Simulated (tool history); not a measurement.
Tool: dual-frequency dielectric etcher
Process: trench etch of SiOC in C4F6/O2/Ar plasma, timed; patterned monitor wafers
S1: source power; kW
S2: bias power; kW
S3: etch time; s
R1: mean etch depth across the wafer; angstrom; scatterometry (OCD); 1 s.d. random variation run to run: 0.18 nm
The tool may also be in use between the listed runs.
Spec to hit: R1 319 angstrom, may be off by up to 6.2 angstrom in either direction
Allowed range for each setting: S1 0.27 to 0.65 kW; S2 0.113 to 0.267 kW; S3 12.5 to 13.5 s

run,hour,S1,S2,S3,R1
1,0,0.46,0.19,13.5,274.22
2,3.5,0.46,0.19,12.5,254.81
3,5.7,0.49,0.198,12.5,263.61
4,6.6,0.49,0.198,12.5,264.29
5,12.6,0.53,0.198,12.5,274.7
6,17,0.53,0.22,12.5,282.45
7,25.8,0.53,0.22,12.5,283.45
8,27.2,0.55,0.224,12.5,287.43
9,30,0.56,0.228,12.5,293.92
10,38.2,0.65,0.234,12.5,314.24
11,46.4,0.65,0.234,12.5,310.29

Pick the move, out of 5, that brings all results within their allowed miss; only one does.
A,54.6,0.61,0.198,13,?
B,54.6,0.65,0.226,13,?
C,54.6,0.62,0.23,12.5,?
D,54.6,0.61,0.235,12.5,?
E,54.6,0.61,0.234,12.5,?

move,R1
A,298.2
B,319.1
C,302.9
D,303.11
E,302.68
A: misses by more than the last run did
B: all results land within tolerance of their targets
C: misses by more than the last run did
D: misses by more than the last run did
E: misses by more than the last run did
Go with B: it meets all targets.
